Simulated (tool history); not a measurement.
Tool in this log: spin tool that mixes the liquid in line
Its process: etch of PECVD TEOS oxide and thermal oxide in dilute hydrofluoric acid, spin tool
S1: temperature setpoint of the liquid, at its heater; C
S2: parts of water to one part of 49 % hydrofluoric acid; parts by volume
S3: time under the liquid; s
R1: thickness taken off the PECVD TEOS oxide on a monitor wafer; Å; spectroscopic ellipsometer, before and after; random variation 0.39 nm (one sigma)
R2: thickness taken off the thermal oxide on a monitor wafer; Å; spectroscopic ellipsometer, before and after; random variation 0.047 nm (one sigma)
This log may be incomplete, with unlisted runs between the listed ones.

Run 1, hour 0.0: S1 25.0 C, S2 160 parts by volume, S3 140 s. Result: R1 157.07 Å, R2 37.161 Å.
Run 2, hour 1.0: S1 26.0 C, S2 150 parts by volume, S3 140 s. Result: R1 176.95 Å, R2 41.621 Å.
Run 3, hour 3.9: S1 22.5 C, S2 150 parts by volume, S3 140 s. Result: R1 155.74 Å, R2 36.565 Å.
Run 4, hour 6.4: S1 24.0 C, S2 140 parts by volume, S3 140 s. Result: R1 178.71 Å, R2 41.754 Å.
Run 5, hour 8.0: S1 24.0 C, S2 140 parts by volume, S3 195 s. Result: R1 248.64 Å, R2 57.904 Å.
Run 6, hour 14.1: S1 25.0 C, S2 135 parts by volume, S3 195 s. Result: R1 263.66 Å, R2 63.957 Å.
Run 7, hour 18.3: S1 25.5 C, S2 130 parts by volume, S3 195 s. Result: R1 283.80 Å, R2 67.068 Å.
Run 8, hour 19.7: S1 26.5 C, S2 130 parts by volume, S3 195 s. Result: R1 294.95 Å, R2 70.145 Å.

What will run 9 give?
Run 9, hour 20.4: S1 27.5 C, S2 130 parts by volume, S3 195 s. Result: R1 ?, R2 ?.

R1: 310.29 Å
R2: 71.814 Å
